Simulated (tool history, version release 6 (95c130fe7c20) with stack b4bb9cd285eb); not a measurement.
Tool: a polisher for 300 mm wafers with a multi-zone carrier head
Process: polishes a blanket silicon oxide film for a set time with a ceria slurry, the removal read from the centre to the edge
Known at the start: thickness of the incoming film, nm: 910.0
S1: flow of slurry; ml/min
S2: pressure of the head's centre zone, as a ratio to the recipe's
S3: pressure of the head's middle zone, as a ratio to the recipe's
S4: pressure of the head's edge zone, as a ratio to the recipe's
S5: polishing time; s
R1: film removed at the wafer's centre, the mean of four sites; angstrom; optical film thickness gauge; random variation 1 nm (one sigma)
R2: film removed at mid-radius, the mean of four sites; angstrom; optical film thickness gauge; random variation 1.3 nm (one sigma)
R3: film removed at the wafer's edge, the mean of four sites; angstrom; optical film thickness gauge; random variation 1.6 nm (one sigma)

run	hour	S1	S2	S3	S4	S5	R1	R2	R3
1	0.0	305	1.00	1.00	1.00	61	1903.8	1838.6	1880.9
2	6.2	370	1.00	1.00	1.00	61	1910.9	1834.6	1912.1
3	14.9	370	1.00	1.08	1.00	61	1902.5	1972.6	1904.9
4	23.3	370	1.00	1.08	1.00	46	1440.7	1519.1	1401.5
5	30.0	370	1.04	1.08	1.00	46	1518.2	1487.4	1433.0
6	33.6	375	0.99	1.04	1.05	46	1406.2	1475.6	1431.6

Run 7 comes next. What will it give?
7	34.9	380	0.96	1.00	1.08	46	?	?	?

R1: 1392.6 angstrom
R2: 1421.7 angstrom
R3: 1469.4 angstrom
